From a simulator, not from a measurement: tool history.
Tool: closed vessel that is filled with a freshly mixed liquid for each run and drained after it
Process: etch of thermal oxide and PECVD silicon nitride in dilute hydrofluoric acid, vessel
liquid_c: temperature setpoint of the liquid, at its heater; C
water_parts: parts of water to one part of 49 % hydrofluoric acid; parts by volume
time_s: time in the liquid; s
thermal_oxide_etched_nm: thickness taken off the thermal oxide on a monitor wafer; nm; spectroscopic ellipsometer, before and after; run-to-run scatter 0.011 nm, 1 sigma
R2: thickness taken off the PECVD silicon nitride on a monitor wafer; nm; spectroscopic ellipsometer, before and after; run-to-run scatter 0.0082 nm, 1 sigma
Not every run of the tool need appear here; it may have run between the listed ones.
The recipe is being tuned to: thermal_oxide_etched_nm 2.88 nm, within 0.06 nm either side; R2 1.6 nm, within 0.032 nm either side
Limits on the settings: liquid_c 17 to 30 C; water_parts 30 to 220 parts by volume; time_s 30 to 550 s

run 1 hour=0 | liquid_c=22 water_parts=125 time_s=280 | thermal_oxide_etched_nm=9.5979 R2=5.4035
run 2 hour=7.9 | liquid_c=22 water_parts=125 time_s=380 | thermal_oxide_etched_nm=13.144 R2=7.316
run 3 hour=13.5 | liquid_c=22 water_parts=155 time_s=380 | thermal_oxide_etched_nm=10.179 R2=5.9048
run 4 hour=20.9 | liquid_c=20.5 water_parts=175 time_s=330 | thermal_oxide_etched_nm=7.2768 R2=4.1285
run 5 hour=26 | liquid_c=20.5 water_parts=150 time_s=330 | thermal_oxide_etched_nm=8.7436 R2=4.7947
run 6 hour=34.1 | liquid_c=20.5 water_parts=150 time_s=440 | thermal_oxide_etched_nm=11.626 R2=6.3978
run 7 hour=35.7 | liquid_c=19.5 water_parts=175 time_s=355 | thermal_oxide_etched_nm=7.5487 R2=4.1583
run 8 hour=41 | liquid_c=19 water_parts=190 time_s=290 | thermal_oxide_etched_nm=5.4777 R2=3.0443
run 9 hour=49.6 | liquid_c=18.5 water_parts=200 time_s=250 | thermal_oxide_etched_nm=4.3362 R2=2.438
run 10 hour=50.6 | liquid_c=18 water_parts=205 time_s=230 | thermal_oxide_etched_nm=3.8061 R2=2.0912

5 next moves are on the table. One of them brings every result within its allowed miss. Which?
run A hour=51.6 | liquid_c=18 water_parts=215 time_s=185 | thermal_oxide_etched_nm=? R2=?
run B hour=51.6 | liquid_c=22.5 water_parts=220 time_s=165 | thermal_oxide_etched_nm=? R2=?
run C hour=51.6 | liquid_c=25.5 water_parts=220 time_s=135 | thermal_oxide_etched_nm=? R2=?
run D hour=51.6 | liquid_c=17 water_parts=210 time_s=335 | thermal_oxide_etched_nm=? R2=?
run E hour=51.6 | liquid_c=20 water_parts=160 time_s=225 | thermal_oxide_etched_nm=? R2=?

move=A thermal_oxide_etched_nm=2.8987 R2=1.6103
move=B thermal_oxide_etched_nm=2.9848 R2=1.8824
move=C thermal_oxide_etched_nm=2.7246 R2=1.8593
move=D thermal_oxide_etched_nm=5.19 R2=2.7896
move=E thermal_oxide_etched_nm=5.4068 R2=2.9779
A: each result inside its tolerance
B: closer than the last run, but not yet in spec
C: carries the result that was furthest off beyond its target, to the other side
D: its largest miss is bigger than the last run's
E: its largest miss is bigger than the last run's
So the answer is move A, the one that meets all the targets.
